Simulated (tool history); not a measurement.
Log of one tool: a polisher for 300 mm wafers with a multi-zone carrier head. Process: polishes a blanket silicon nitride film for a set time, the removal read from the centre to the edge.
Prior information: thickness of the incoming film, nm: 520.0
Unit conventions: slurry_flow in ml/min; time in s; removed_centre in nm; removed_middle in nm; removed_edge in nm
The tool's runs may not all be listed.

run,hour,slurry_flow,centre_zone,middle_zone,edge_zone,time,removed_centre,removed_middle,removed_edge
1,0,315,1,1,1,86,100.93,97.214,94.962
2,3.4,315,1.02,1.02,1.02,89,107.22,100.42,100.69
3,4.6,315,1.06,1.02,1.02,89,110.94,101.9,100.08
4,11.7,315,1.06,1.02,0.96,89,111.24,101.91,97.685
5,16.2,315,1.1,1.02,0.96,89,114.23,103.72,95.781
6,16.9,315,1.1,0.94,0.96,89,114.71,92.17,97.752
7,20.1,315,1.1,0.97,0.98,92,119.63,101.58,100.33

The next listed run, before its measurement:
8,27.4,315,1.1,0.98,1,94,?,?,?

removed_centre: 120.17 nm
removed_middle: 103.61 nm
removed_edge: 104.56 nm
